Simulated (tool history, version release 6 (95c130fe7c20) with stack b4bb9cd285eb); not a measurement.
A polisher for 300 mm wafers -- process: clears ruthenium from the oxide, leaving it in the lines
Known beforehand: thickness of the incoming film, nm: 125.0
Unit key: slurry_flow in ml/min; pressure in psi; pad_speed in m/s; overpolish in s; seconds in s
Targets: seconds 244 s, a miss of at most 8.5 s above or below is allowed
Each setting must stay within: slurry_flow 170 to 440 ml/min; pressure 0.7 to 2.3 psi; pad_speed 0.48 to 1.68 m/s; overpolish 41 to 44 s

| run | hour | slurry_flow | pressure | pad_speed | overpolish | seconds |
|---|---|---|---|---|---|---|
| 1 | 0 | 280 | 1.5 | 1.08 | 41 | 132.3 |
| 2 | 1.6 | 280 | 1.5 | 0.84 | 41 | 171.14 |
| 3 | 10 | 280 | 1.5 | 0.84 | 44 | 168.68 |
| 4 | 10.6 | 280 | 1.2 | 0.84 | 44 | 205.81 |
| 5 | 13.1 | 280 | 1.4 | 0.84 | 44 | 178.49 |
| 6 | 14.3 | 280 | 1.3 | 0.84 | 44 | 194.37 |
| 7 | 20.6 | 280 | 1.2 | 0.84 | 44 | 204.19 |
| 8 | 28.8 | 280 | 1.1 | 0.84 | 44 | 218.56 |

Pick the move, out of 5, that brings all results within their allowed miss; only one does.
| A | 37 | 315 | 1 | 0.76 | 41 | ? |
| B | 37 | 350 | 0.9 | 0.76 | 43 | ? |
| C | 37 | 360 | 1.5 | 0.5 | 41 | ? |
| D | 37 | 255 | 1.1 | 1.02 | 41 | ? |
| E | 37 | 265 | 1 | 0.82 | 44 | ? |

| move | seconds |
|---|---|
| A | 258.49 |
| B | 277.6 |
| C | 274.21 |
| D | 184.74 |
| E | 244.57 |
A: carries the result that was furthest off beyond its target, to the other side
B: carries the result that was furthest off beyond its target, to the other side
C: carries the result that was furthest off beyond its target, to the other side
D: misses by more than the last run did
E: all results in spec
The right move is E.

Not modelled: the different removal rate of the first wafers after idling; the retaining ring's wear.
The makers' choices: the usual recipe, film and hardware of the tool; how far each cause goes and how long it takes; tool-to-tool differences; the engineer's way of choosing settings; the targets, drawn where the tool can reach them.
